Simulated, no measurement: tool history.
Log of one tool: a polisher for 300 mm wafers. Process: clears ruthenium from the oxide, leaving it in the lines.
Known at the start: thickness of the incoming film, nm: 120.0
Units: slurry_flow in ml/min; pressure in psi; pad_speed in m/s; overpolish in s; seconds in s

Run 1, day 0: slurry_flow 260 ml/min, pressure 2.2 psi, pad_speed 1.2 m/s, overpolish 41 s. Result: seconds 92.197 s.
Run 2, day 0.308: slurry_flow 310 ml/min, pressure 2.2 psi, pad_speed 1.2 m/s, overpolish 41 s. Result: seconds 91.802 s.
Run 3, day 0.371: slurry_flow 310 ml/min, pressure 2.2 psi, pad_speed 1.2 m/s, overpolish 43 s. Result: seconds 91.432 s.
Run 4, day 0.45: slurry_flow 310 ml/min, pressure 2.3 psi, pad_speed 1.2 m/s, overpolish 43 s. Result: seconds 88.316 s.
Run 5, day 0.479: slurry_flow 310 ml/min, pressure 2.3 psi, pad_speed 1.38 m/s, overpolish 43 s. Result: seconds 74.917 s.
Run 6, day 0.792: slurry_flow 310 ml/min, pressure 2.4 psi, pad_speed 1.38 m/s, overpolish 43 s. Result: seconds 73.079 s.
Run 7, day 1.062: slurry_flow 310 ml/min, pressure 2.5 psi, pad_speed 1.38 m/s, overpolish 43 s. Result: seconds 70.273 s.

Forecast run 8:
Run 8, day 1.346: slurry_flow 310 ml/min, pressure 2.7 psi, pad_speed 1.38 m/s, overpolish 43 s. Result: seconds ?.

Run 8 gave seconds 66.031 s.
